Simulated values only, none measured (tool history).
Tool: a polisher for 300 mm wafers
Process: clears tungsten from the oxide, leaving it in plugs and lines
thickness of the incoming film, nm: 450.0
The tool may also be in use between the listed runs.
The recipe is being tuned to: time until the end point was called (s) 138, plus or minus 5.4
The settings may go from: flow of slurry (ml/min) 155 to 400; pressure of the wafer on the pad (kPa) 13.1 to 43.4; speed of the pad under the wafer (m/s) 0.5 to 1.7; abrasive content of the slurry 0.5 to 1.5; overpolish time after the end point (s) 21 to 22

run	hour	flow of slurry (ml/min)	pressure of the wafer on the pad (kPa)	speed of the pad under the wafer (m/s)	abrasive content of the slurry	overpolish time after the end point (s)	time until the end point was called (s)
1	0	255	28.3	1.1	1	21	88.946
2	3.3	255	28.3	1.1	1.15	21	85.25
3	9.3	315	28.3	1.1	1.15	21	84.429
4	14.1	315	28.3	1.1	1.15	21	84.473
5	22.9	290	28.3	1.1	1.15	21	85.956
6	28.6	290	24.8	1.1	1.15	21	94.48
7	29.7	290	22.1	1.08	1.15	21	109.87
8	36.8	290	20.7	1.08	1.15	21	114.5
9	42.2	290	19.3	1.08	1.15	21	123.38
10	44.2	290	15.9	1.08	1.15	21	152.92

Which of these 5 next moves meets every target?
A	46.2	260	17.9	1.14	1.15	21	?
B	46.2	240	13.1	1.62	1.2	22	?
C	46.2	305	17.9	1.04	1.15	21	?
D	46.2	290	20	0.94	1.4	21	?
E	46.2	340	15.9	0.88	1.4	22	?

move	time until the end point was called (s)
A	128.91
B	125.93
C	138.21
D	129.73
E	169.43
A: the result that was furthest off in the last run now lies on the other side of its target
B: the result that was furthest off in the last run now lies on the other side of its target
C: each result inside its tolerance
D: the result that was furthest off in the last run now lies on the other side of its target
E: further off than the last run
C meets every target.

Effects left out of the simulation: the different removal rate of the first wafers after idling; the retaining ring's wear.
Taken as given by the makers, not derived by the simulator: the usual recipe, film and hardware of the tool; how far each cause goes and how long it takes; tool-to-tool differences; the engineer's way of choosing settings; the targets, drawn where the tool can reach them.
